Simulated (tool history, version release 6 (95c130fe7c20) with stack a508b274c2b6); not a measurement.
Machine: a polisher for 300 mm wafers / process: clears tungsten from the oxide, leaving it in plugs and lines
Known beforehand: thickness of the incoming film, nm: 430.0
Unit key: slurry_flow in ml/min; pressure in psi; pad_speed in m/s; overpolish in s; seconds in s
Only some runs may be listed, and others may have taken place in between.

run 1 hour=0 | slurry_flow=250 pressure=4.2 pad_speed=0.84 slurry_solids=1 overpolish=5 | seconds=104.89
run 2 hour=7.2 | slurry_flow=250 pressure=4.2 pad_speed=0.92 slurry_solids=1 overpolish=5 | seconds=96.875
run 3 hour=15.3 | slurry_flow=250 pressure=4.2 pad_speed=0.92 slurry_solids=1 overpolish=5 | seconds=96.818
run 4 hour=22.5 | slurry_flow=250 pressure=3.5 pad_speed=0.92 slurry_solids=1 overpolish=5 | seconds=116.41
run 5 hour=26.4 | slurry_flow=245 pressure=2.9 pad_speed=0.86 slurry_solids=1 overpolish=5 | seconds=145.32
run 6 hour=27.1 | slurry_flow=245 pressure=2.6 pad_speed=0.82 slurry_solids=1 overpolish=5 | seconds=168.47

What does the tool deliver on the next run?
run 7 hour=35.6 | slurry_flow=245 pressure=2.4 pad_speed=0.8 slurry_solids=1 overpolish=5 | seconds=?

{"run 7": {"seconds": 184.01}}
